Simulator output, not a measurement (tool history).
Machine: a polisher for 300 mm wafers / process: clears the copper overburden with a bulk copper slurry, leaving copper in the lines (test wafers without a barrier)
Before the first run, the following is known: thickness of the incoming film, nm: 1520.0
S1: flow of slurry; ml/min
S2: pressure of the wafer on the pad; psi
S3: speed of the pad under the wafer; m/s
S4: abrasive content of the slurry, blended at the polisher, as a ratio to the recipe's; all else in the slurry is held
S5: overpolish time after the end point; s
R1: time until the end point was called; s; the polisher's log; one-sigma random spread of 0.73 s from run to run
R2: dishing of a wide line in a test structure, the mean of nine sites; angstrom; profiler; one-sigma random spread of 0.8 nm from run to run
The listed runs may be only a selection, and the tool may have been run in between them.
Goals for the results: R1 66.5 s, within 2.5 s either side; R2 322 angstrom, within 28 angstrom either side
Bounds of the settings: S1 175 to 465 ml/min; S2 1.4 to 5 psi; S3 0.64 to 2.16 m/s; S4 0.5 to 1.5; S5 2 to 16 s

| run | hour | S1 | S2 | S3 | S4 | S5 | R1 | R2 |
|---|---|---|---|---|---|---|---|---|
| 1 | 0 | 295 | 3.2 | 1.4 | 1 | 8 | 103.25 | 649.92 |
| 2 | 8.3 | 295 | 2.7 | 1.4 | 1 | 8 | 121.87 | 569 |
| 3 | 16.9 | 295 | 2.7 | 1.52 | 1 | 7 | 113.37 | 542.76 |
| 4 | 22.4 | 320 | 2.7 | 1.52 | 1 | 7 | 111.64 | 577.54 |
| 5 | 23 | 320 | 2.7 | 1.64 | 1 | 7 | 103.3 | 603.93 |
|  | 24.6 | head pressure recalibrated |
| 6 | 24.6 | 250 | 2.7 | 1.64 | 1 | 7 | 98.307 | 615.77 |
| 7 | 28.8 | 235 | 2.8 | 1.64 | 1.1 | 6 | 91.508 | 554.24 |
| 8 | 32.5 | 225 | 2.9 | 1.62 | 1.15 | 5 | 91.37 | 527.93 |
| 9 | 35 | 215 | 2.9 | 1.68 | 1.2 | 4 | 85.498 | 446.9 |
| 10 | 41.4 | 175 | 2.9 | 1.94 | 1.45 | 2 | 73.866 | 299.74 |
| 11 | 43 | 175 | 3 | 1.94 | 1.45 | 2 | 71.068 | 294.38 |
| 12 | 45.9 | 175 | 3 | 1.94 | 1.45 | 2 | 70.742 | 294.22 |

Consider the 4 candidate settings below. Which is the only one whose results all fall within their allowed miss of target?
| A | 48.8 | 235 | 2.9 | 1.92 | 1.3 | 2 | ? | ? |
| B | 48.8 | 185 | 3.1 | 1.72 | 1.5 | 2 | ? | ? |
| C | 48.8 | 175 | 2.8 | 2.14 | 1.5 | 2 | ? | ? |
| D | 48.8 | 175 | 3.2 | 1.72 | 1.45 | 2 | ? | ? |

| move | R1 | R2 |
|---|---|---|
| A | 72.644 | 294.11 |
| B | 75.692 | 284.35 |
| C | 67.243 | 313.97 |
| D | 75.066 | 286.67 |
A: moves away from the targets compared with the last run
B: moves away from the targets compared with the last run
C: in spec on every target
D: moves away from the targets compared with the last run
C is the move that brings every result within its allowed miss.
